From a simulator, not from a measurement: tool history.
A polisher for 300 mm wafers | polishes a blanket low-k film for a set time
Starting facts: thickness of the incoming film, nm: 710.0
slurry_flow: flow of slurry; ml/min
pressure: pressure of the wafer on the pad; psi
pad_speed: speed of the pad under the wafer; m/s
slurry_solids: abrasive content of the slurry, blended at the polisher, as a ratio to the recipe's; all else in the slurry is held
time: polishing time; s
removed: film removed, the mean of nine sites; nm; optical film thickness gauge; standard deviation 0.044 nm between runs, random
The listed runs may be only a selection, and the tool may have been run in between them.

run    day  slurry_flow  pressure  pad_speed  slurry_solids  time  removed
  1      0          270       1.3       0.92              1    49   13.103
  2  0.158          270         1       0.92              1    49   11.336
  3  0.283          265       0.9       0.86              1    49   10.055
  4  0.658          265       0.9       0.66              1    49   8.1982
  5  0.962          260       0.8       0.66              1    49   7.6786
  6  1.071          260       0.6       0.66              1    49   6.7208

Run 7 comes next. What will it give?
  7  1.271          265       0.6       0.66              1    49        ?

removed: 6.7543 nm
